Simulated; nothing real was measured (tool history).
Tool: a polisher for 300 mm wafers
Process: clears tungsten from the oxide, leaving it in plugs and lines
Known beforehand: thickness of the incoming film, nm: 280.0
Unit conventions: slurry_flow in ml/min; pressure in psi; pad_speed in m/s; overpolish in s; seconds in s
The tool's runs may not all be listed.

run,hour,slurry_flow,pressure,pad_speed,slurry_solids,overpolish,seconds
1,0.0,245,3.5,0.98,1.0,38,63.818
2,8.3,245,3.7,0.98,1.0,38,60.444
3,11.5,245,3.9,0.98,1.0,38,59.166
4,20.1,245,3.9,0.82,1.0,38,69.523
5,26.0,245,4.3,0.82,1.0,38,63.125
6,33.4,245,4.3,0.82,1.0,38,63.304

The next listed run, before its measurement:
7,36.3,245,4.6,0.82,1.0,38,?

For run 7 the tool returned seconds 59.836 s.

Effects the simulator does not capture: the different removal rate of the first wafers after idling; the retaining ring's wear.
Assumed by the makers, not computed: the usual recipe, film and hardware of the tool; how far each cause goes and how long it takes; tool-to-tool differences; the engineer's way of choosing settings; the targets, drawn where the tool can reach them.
